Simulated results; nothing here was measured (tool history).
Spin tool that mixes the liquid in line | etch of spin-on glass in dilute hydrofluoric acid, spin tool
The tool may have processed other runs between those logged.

run,hour,temperature setpoint of the liquid (K),parts of water to one part of 49 % hydrofluoric acid (parts by volume),time under the liquid (s),thickness taken off the spin-on glass on a monitor wafer (nm)
1,0.0,297.15,170,180,29.547
2,4.1,297.15,200,180,24.491
3,6.2,299.15,160,180,34.391
4,9.2,300.65,130,180,46.519
# hour 17.9: thermometer replaced
5,17.9,301.65,115,180,59.009
6,21.5,302.65,110,180,64.348

Expected results for the next run?
7,23.8,303.15,105,180,?

Logged for run 7: thickness taken off the spin-on glass on a monitor wafer (nm) 69.103.

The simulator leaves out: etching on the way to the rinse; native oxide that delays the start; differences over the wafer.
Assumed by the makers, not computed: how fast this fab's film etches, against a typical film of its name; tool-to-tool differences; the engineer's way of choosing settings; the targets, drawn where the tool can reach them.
